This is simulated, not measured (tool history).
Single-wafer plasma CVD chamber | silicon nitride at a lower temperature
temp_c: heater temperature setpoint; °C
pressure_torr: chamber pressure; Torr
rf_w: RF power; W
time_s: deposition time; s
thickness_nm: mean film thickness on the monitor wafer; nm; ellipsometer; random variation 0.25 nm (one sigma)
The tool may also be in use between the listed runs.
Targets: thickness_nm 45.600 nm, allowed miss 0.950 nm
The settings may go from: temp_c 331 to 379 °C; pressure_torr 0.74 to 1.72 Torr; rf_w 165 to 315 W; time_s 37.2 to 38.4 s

{"run": 1, "day": 0.0, "temp_c": 355, "pressure_torr": 1.23, "rf_w": 240, "time_s": 37.2, "thickness_nm": 37.829}
{"run": 2, "day": 0.162, "temp_c": 355, "pressure_torr": 1.3, "rf_w": 245, "time_s": 37.2, "thickness_nm": 39.002}
{"run": 3, "day": 0.271, "temp_c": 350, "pressure_torr": 1.3, "rf_w": 245, "time_s": 37.2, "thickness_nm": 39.259}
{"run": 4, "day": 0.629, "temp_c": 350, "pressure_torr": 1.36, "rf_w": 250, "time_s": 37.2, "thickness_nm": 40.231}
{"run": 5, "day": 0.862, "temp_c": 350, "pressure_torr": 1.36, "rf_w": 250, "time_s": 37.2, "thickness_nm": 39.995}
{"run": 6, "day": 0.958, "temp_c": 350, "pressure_torr": 1.4, "rf_w": 255, "time_s": 37.3, "thickness_nm": 41.447}
{"run": 7, "day": 1.104, "temp_c": 350, "pressure_torr": 1.44, "rf_w": 255, "time_s": 37.3, "thickness_nm": 41.203}
{"run": 8, "day": 1.158, "temp_c": 350, "pressure_torr": 1.46, "rf_w": 260, "time_s": 37.3, "thickness_nm": 41.804}
{"run": 9, "day": 1.208, "temp_c": 350, "pressure_torr": 1.46, "rf_w": 260, "time_s": 37.3, "thickness_nm": 41.644}
{"run": 10, "day": 1.258, "temp_c": 350, "pressure_torr": 1.49, "rf_w": 265, "time_s": 37.3, "thickness_nm": 42.709}

Which of these 5 next moves meets every target?
{"run": "A", "day": 1.308, "temp_c": 350, "pressure_torr": 1.44, "rf_w": 270, "time_s": 37.2, "thickness_nm": "?"}
{"run": "B", "day": 1.308, "temp_c": 356, "pressure_torr": 1.48, "rf_w": 245, "time_s": 37.8, "thickness_nm": "?"}
{"run": "C", "day": 1.308, "temp_c": 350, "pressure_torr": 1.34, "rf_w": 255, "time_s": 37.9, "thickness_nm": "?"}
{"run": "D", "day": 1.308, "temp_c": 346, "pressure_torr": 1.66, "rf_w": 275, "time_s": 37.8, "thickness_nm": "?"}
{"run": "E", "day": 1.308, "temp_c": 349, "pressure_torr": 1.45, "rf_w": 255, "time_s": 38.0, "thickness_nm": "?"}

move=A thickness_nm=43.044
move=B thickness_nm=40.940
move=C thickness_nm=41.459
move=D thickness_nm=45.742
move=E thickness_nm=42.289
A: nearer than the last run, and not there yet
B: further off than the last run
C: further off than the last run
D: meets every target
E: further off than the last run
Answer: D
